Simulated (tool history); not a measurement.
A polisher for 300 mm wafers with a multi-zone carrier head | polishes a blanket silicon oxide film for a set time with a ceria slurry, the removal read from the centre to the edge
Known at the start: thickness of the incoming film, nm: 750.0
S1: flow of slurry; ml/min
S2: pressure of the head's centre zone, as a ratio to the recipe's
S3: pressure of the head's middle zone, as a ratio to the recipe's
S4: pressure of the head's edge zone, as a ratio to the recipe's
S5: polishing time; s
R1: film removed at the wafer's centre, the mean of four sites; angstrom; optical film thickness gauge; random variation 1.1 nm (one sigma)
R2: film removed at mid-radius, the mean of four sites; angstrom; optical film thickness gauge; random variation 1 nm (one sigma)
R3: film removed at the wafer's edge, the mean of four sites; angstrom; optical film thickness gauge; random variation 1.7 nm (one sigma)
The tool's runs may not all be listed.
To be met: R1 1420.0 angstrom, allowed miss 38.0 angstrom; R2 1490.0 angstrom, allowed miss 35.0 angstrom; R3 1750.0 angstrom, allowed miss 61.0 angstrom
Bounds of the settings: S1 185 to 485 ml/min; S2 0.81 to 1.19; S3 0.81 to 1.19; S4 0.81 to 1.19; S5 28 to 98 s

{"run": 1, "day": 0.0, "S1": 310, "S2": 1.0, "S3": 1.0, "S4": 1.0, "S5": 63, "R1": 2775.0, "R2": 2815.1, "R3": 2722.1}
{"run": 2, "day": 0.154, "S1": 310, "S2": 0.93, "S3": 1.0, "S4": 1.0, "S5": 63, "R1": 2584.6, "R2": 2889.8, "R3": 2665.0}
{"run": 3, "day": 0.404, "S1": 310, "S2": 0.93, "S3": 0.94, "S4": 1.0, "S5": 63, "R1": 2583.6, "R2": 2688.6, "R3": 2748.7}
{"run": 4, "day": 0.542, "S1": 310, "S2": 0.93, "S3": 0.94, "S4": 1.0, "S5": 56, "R1": 2258.7, "R2": 2407.7, "R3": 2371.2}
{"run": 5, "day": 0.846, "S1": 310, "S2": 0.93, "S3": 0.94, "S4": 1.0, "S5": 72, "R1": 2944.5, "R2": 3086.8, "R3": 3104.5}
{"run": 6, "day": 0.979, "S1": 310, "S2": 0.93, "S3": 0.94, "S4": 0.96, "S5": 72, "R1": 2939.3, "R2": 3065.5, "R3": 3065.4}
{"run": 7, "day": 1.204, "S1": 275, "S2": 0.9, "S3": 0.89, "S4": 1.02, "S5": 59, "R1": 2309.9, "R2": 2365.4, "R3": 2542.1}
{"run": 8, "day": 1.483, "S1": 260, "S2": 0.87, "S3": 0.86, "S4": 1.04, "S5": 51, "R1": 1937.8, "R2": 1986.0, "R3": 2204.1}
{"run": 9, "day": 1.588, "S1": 250, "S2": 0.85, "S3": 0.85, "S4": 1.06, "S5": 46, "R1": 1649.8, "R2": 1761.2, "R3": 2005.4}
{"day": 1.717, "done": "edge zone pressure recalibrated"}
{"run": 10, "day": 1.717, "S1": 240, "S2": 0.84, "S3": 0.84, "S4": 1.06, "S5": 43, "R1": 1527.1, "R2": 1629.8, "R3": 1956.6}
{"run": 11, "day": 1.879, "S1": 245, "S2": 0.84, "S3": 0.83, "S4": 1.01, "S5": 41, "R1": 1468.6, "R2": 1517.6, "R3": 1819.6}
{"run": 12, "day": 2.108, "S1": 240, "S2": 0.84, "S3": 0.84, "S4": 0.99, "S5": 41, "R1": 1429.2, "R2": 1541.9, "R3": 1772.4}
{"run": 13, "day": 2.467, "S1": 235, "S2": 0.84, "S3": 0.83, "S4": 0.99, "S5": 41, "R1": 1462.9, "R2": 1539.6, "R3": 1790.5}

4 next moves are on the table. One of them brings every result within its allowed miss. Which?
{"run": "A", "day": 2.825, "S1": 215, "S2": 0.86, "S3": 0.81, "S4": 1.03, "S5": 43, "R1": "?", "R2": "?", "R3": "?"}
{"run": "B", "day": 2.825, "S1": 190, "S2": 0.97, "S3": 0.91, "S4": 0.92, "S5": 38, "R1": "?", "R2": "?", "R3": "?"}
{"run": "C", "day": 2.825, "S1": 230, "S2": 0.87, "S3": 0.81, "S4": 1.06, "S5": 39, "R1": "?", "R2": "?", "R3": "?"}
{"run": "D", "day": 2.825, "S1": 320, "S2": 0.83, "S3": 0.81, "S4": 0.98, "S5": 39, "R1": "?", "R2": "?", "R3": "?"}

move=A R1=1529.6 R2=1557.1 R3=1903.5
move=B R1=1490.7 R2=1481.2 R3=1566.5
move=C R1=1420.1 R2=1427.0 R3=1764.8
move=D R1=1416.2 R2=1486.5 R3=1751.4
A: further off than the last run
B: brings the result that was furthest off to its target, and leaves another outside
C: takes the result that was furthest off past its target
D: meets every target
Move D is the one to make.

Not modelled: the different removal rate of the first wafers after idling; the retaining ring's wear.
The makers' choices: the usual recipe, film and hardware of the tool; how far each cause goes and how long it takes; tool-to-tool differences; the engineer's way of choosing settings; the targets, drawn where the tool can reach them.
